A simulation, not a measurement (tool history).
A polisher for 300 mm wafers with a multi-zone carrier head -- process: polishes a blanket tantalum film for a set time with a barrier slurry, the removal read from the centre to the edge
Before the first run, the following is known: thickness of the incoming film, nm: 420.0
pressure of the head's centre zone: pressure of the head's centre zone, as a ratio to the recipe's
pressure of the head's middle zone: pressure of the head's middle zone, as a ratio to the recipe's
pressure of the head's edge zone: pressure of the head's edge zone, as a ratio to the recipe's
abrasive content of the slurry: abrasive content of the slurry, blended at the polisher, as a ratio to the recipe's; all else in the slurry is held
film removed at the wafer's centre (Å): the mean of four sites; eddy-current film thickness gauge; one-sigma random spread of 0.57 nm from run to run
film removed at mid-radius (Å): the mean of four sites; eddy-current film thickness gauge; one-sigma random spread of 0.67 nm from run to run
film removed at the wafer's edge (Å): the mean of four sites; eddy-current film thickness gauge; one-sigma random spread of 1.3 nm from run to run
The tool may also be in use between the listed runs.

| run | day | flow of slurry (ml/min) | pressure of the head's centre zone | pressure of the head's middle zone | pressure of the head's edge zone | abrasive content of the slurry | polishing time (s) | film removed at the wafer's centre (Å) | film removed at mid-radius (Å) | film removed at the wafer's edge (Å) |
|---|---|---|---|---|---|---|---|---|---|---|
| 1 | 0.000 | 215 | 1.00 | 1.00 | 1.00 | 1.00 | 44 | 1163.60 | 1189.10 | 1211.30 |
| 2 | 0.033 | 215 | 1.00 | 1.07 | 1.00 | 1.00 | 44 | 1157.70 | 1261.90 | 1181.30 |
| 3 | 0.371 | 205 | 0.95 | 1.02 | 0.98 | 0.85 | 42 | 991.92 | 1104.50 | 1076.50 |
| 4 | 0.629 | 160 | 0.95 | 1.02 | 0.98 | 0.85 | 42 | 966.77 | 1056.20 | 1055.10 |
| 5 | 0.654 | 155 | 0.92 | 0.98 | 0.97 | 0.75 | 41 | 857.03 | 974.42 | 1014.00 |
| 6 | 0.696 | 155 | 0.92 | 0.90 | 0.97 | 0.75 | 41 | 859.90 | 911.13 | 989.30 |
| 7 | 0.867 | 150 | 0.90 | 0.88 | 0.95 | 0.70 | 41 | 816.52 | 865.94 | 959.62 |
| 8 | 0.904 | 150 | 0.88 | 0.87 | 0.93 | 0.70 | 41 | 821.92 | 867.09 | 925.11 |
| 9 | 1.221 | 135 | 0.81 | 0.86 | 1.00 | 0.55 | 41 | 678.76 | 761.16 | 909.85 |

Run 10 comes next. What will it give?
| 10 | 1.542 | 150 | 0.82 | 0.87 | 0.99 | 0.55 | 41 | ? | ? | ? |

film removed at the wafer's centre (Å): 701.77
film removed at mid-radius (Å): 791.96
film removed at the wafer's edge (Å): 912.15

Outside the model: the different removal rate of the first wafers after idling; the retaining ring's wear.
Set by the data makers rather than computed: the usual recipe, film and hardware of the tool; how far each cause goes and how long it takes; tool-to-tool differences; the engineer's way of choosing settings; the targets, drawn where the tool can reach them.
